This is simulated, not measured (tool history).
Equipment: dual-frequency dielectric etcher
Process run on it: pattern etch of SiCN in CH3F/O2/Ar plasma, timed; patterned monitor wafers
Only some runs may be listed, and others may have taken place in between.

| run | hour | source power (kW) | bias power (kW) | etch time (s) | mean etch depth across the wafer (nm) |
|---|---|---|---|---|---|
| 1 | 0 | 0.32 | 0.058 | 31.5 | 10.639 |
| 2 | 2.1 | 0.32 | 0.058 | 31.5 | 10.556 |
| 3 | 6.5 | 0.3 | 0.055 | 31 | 10.147 |
| 4 | 14.5 | 0.3 | 0.055 | 31.5 | 10.213 |
| 5 | 21.6 | 0.25 | 0.055 | 31.5 | 9.8164 |
| 6 | 26.5 | 0.24 | 0.052 | 31 | 9.3189 |
| 7 | 33.5 | 0.23 | 0.05 | 31 | 9.1164 |
| 8 | 36.7 | 0.22 | 0.049 | 31 | 8.8208 |

For run 9, what comes out?
| 9 | 38.3 | 0.22 | 0.048 | 31 | ? |

mean etch depth across the wafer (nm): 8.7186
